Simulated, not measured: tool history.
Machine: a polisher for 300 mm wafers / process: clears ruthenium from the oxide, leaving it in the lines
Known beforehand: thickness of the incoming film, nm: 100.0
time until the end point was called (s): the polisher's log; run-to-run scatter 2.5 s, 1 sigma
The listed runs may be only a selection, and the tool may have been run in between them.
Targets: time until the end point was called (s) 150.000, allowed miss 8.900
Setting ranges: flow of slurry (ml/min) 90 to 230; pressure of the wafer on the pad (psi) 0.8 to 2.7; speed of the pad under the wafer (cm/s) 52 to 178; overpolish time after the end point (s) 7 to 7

run	hour	flow of slurry (ml/min)	pressure of the wafer on the pad (psi)	speed of the pad under the wafer (cm/s)	overpolish time after the end point (s)	time until the end point was called (s)
1	0.0	150	1.7	114	7	91.059
2	8.9	150	2.0	114	7	82.715
3	13.5	150	1.9	112	7	84.919
4	17.7	150	1.7	112	7	93.911
5	26.2	150	1.6	110	7	101.460
6	33.3	150	1.5	110	7	111.540
7	34.4	150	1.4	110	7	112.610
8	38.6	150	0.9	102	7	180.350
9	40.2	150	1.0	102	7	172.210

Consider the 5 candidate settings below. Which is the only one whose results all fall within their allowed miss of target?
A	41.8	130	1.0	118	7	?
B	41.8	150	0.9	88	7	?
C	41.8	170	1.1	92	7	?
D	41.8	145	1.0	102	7	?
E	41.8	120	1.0	104	7	?

move	time until the end point was called (s)
A	150.850
B	215.540
C	169.680
D	171.000
E	172.580
A: every result lands within tolerance
B: misses by more than the last run did
C: gains on the last run, yet a result remains outside its allowed miss
D: gains on the last run, yet a result remains outside its allowed miss
E: neither nearer nor further off than the last run
A is the move that brings every result within its allowed miss.
